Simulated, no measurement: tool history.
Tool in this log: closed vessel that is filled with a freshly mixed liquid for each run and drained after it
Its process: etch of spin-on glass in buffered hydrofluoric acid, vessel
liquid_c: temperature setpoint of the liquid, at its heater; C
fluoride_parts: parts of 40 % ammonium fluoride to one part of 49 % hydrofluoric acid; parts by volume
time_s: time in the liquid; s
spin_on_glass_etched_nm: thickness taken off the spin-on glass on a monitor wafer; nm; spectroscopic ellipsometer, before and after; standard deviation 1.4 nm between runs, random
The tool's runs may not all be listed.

run	day	liquid_c	fluoride_parts	time_s	spin_on_glass_etched_nm
1	0	23	14	95	249.02
2	0.275	25.5	14	95	284.01
3	0.508	23.5	14	95	254.7
4	0.733	23.5	14	95	253.84
5	1.004	25	14	95	277.18
6	1.296	26.5	14	95	300.95
7	1.562	27.5	14	95	317.5
8	1.733	28	14	95	326.81
9	2.021	28.5	14	95	334.99
10	2.079	29	14	95	343.08

Run 11 is up next; what results do you expect?
11	2.183	29.5	14	95	?

{"run 11": {"spin_on_glass_etched_nm": 353.57}}

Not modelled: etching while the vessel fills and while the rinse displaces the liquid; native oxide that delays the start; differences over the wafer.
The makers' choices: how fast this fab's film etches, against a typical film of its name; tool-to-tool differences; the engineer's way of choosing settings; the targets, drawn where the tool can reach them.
